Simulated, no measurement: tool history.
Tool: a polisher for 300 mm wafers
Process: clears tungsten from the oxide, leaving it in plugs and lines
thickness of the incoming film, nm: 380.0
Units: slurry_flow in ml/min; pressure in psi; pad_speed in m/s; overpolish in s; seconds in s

run 1 hour=0.0 | slurry_flow=140 pressure=2.7 pad_speed=1.16 slurry_solids=1.00 overpolish=47 | seconds=124.490
run 2 hour=3.8 | slurry_flow=140 pressure=2.7 pad_speed=1.00 slurry_solids=1.00 overpolish=47 | seconds=142.160
run 3 hour=7.6 | slurry_flow=140 pressure=2.7 pad_speed=1.00 slurry_solids=1.00 overpolish=50 | seconds=143.450
run 4 hour=10.7 | slurry_flow=140 pressure=2.7 pad_speed=0.72 slurry_solids=1.00 overpolish=50 | seconds=183.730
run 5 hour=13.3 | slurry_flow=140 pressure=2.9 pad_speed=0.76 slurry_solids=1.00 overpolish=50 | seconds=163.040
run 6 hour=16.7 | slurry_flow=120 pressure=2.9 pad_speed=0.76 slurry_solids=1.00 overpolish=50 | seconds=168.280
run 7 hour=25.4 | slurry_flow=125 pressure=3.0 pad_speed=0.80 slurry_solids=1.00 overpolish=50 | seconds=158.400
run 8 hour=28.3 | slurry_flow=130 pressure=3.1 pad_speed=0.84 slurry_solids=1.00 overpolish=50 | seconds=143.110
run 9 hour=32.8 | slurry_flow=135 pressure=3.2 pad_speed=0.86 slurry_solids=1.00 overpolish=50 | seconds=134.760
run 10 hour=40.5 | slurry_flow=140 pressure=3.3 pad_speed=0.88 slurry_solids=1.00 overpolish=50 | seconds=128.900

Forecast run 11:
run 11 hour=43.3 | slurry_flow=150 pressure=4.0 pad_speed=1.20 slurry_solids=1.05 overpolish=50 | seconds=?

Run 11 gave seconds 80.422 s.
